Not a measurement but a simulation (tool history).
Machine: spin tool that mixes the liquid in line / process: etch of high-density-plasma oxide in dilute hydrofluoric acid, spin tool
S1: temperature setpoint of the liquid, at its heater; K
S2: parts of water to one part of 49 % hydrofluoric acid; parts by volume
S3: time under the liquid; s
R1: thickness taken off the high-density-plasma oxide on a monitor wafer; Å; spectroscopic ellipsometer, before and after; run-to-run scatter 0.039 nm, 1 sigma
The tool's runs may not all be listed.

run  hour      S1   S2  S3      R1
  1     0  295.15  110  55  22.559
  2   3.2  296.65   95  55  27.934
  3   5.2  293.15   95  55    24.3
  4  12.7  295.15   85  55  29.871
  5  14.6  298.15   85  55  33.771
  6  16.3  299.15   80  55  37.493
  7  22.7  300.15   75  55  42.041
  8  30.9  300.65   70  55  45.715
  9  38.3  301.15   65  55  50.972

For run 10, what comes out?
 10  44.6  301.65  65  55   ?

R1: 51.809 Å

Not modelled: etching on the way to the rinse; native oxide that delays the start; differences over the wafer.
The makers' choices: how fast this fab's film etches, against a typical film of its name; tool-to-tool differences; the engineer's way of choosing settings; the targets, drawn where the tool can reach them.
